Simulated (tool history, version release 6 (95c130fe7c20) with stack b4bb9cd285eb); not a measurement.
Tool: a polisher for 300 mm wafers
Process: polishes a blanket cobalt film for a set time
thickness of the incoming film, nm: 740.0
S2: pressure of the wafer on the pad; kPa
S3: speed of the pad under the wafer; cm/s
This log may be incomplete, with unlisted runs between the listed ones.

run 1 hour=0.0 | flow_of_slurry_(ml/min)=305 S2=9.7 S3=102 polishing_time_(s)=51 | film_removed_(nm)=192.64
run 2 hour=1.0 | flow_of_slurry_(ml/min)=305 S2=9.7 S3=116 polishing_time_(s)=51 | film_removed_(nm)=212.25
run 3 hour=3.0 | flow_of_slurry_(ml/min)=305 S2=10.3 S3=116 polishing_time_(s)=51 | film_removed_(nm)=221.60
run 4 hour=7.4 | flow_of_slurry_(ml/min)=305 S2=10.3 S3=116 polishing_time_(s)=46 | film_removed_(nm)=204.02
run 5 hour=14.6 | flow_of_slurry_(ml/min)=305 S2=10.3 S3=116 polishing_time_(s)=46 | film_removed_(nm)=202.14
run 6 hour=22.9 | flow_of_slurry_(ml/min)=270 S2=10.3 S3=116 polishing_time_(s)=46 | film_removed_(nm)=197.78
run 7 hour=30.5 | flow_of_slurry_(ml/min)=255 S2=9.0 S3=116 polishing_time_(s)=46 | film_removed_(nm)=176.48
run 8 hour=37.3 | flow_of_slurry_(ml/min)=245 S2=8.3 S3=116 polishing_time_(s)=46 | film_removed_(nm)=162.71
run 9 hour=44.7 | flow_of_slurry_(ml/min)=240 S2=5.5 S3=116 polishing_time_(s)=46 | film_removed_(nm)=120.00
run 10 hour=49.5 | flow_of_slurry_(ml/min)=250 S2=5.5 S3=116 polishing_time_(s)=46 | film_removed_(nm)=120.99
run 11 hour=50.4 | flow_of_slurry_(ml/min)=260 S2=5.5 S3=116 polishing_time_(s)=46 | film_removed_(nm)=122.06
run 12 hour=57.7 | flow_of_slurry_(ml/min)=270 S2=5.5 S3=116 polishing_time_(s)=46 | film_removed_(nm)=123.33
run 13 hour=61.2 | flow_of_slurry_(ml/min)=285 S2=6.2 S3=116 polishing_time_(s)=46 | film_removed_(nm)=134.34
run 14 hour=67.9 | flow_of_slurry_(ml/min)=275 S2=6.2 S3=116 polishing_time_(s)=46 | film_removed_(nm)=134.82
run 15 hour=73.8 | flow_of_slurry_(ml/min)=265 S2=6.2 S3=116 polishing_time_(s)=46 | film_removed_(nm)=133.44
run 16 hour=82.1 | flow_of_slurry_(ml/min)=260 S2=6.2 S3=116 polishing_time_(s)=46 | film_removed_(nm)=133.09
run 17 hour=90.0 | flow_of_slurry_(ml/min)=255 S2=6.2 S3=116 polishing_time_(s)=46 | film_removed_(nm)=133.35

Expected results for the next run?
run 18 hour=91.0 | flow_of_slurry_(ml/min)=250 S2=6.2 S3=116 polishing_time_(s)=46 | film_removed_(nm)=?

{"run 18": {"film removed (nm)": 133.53}}
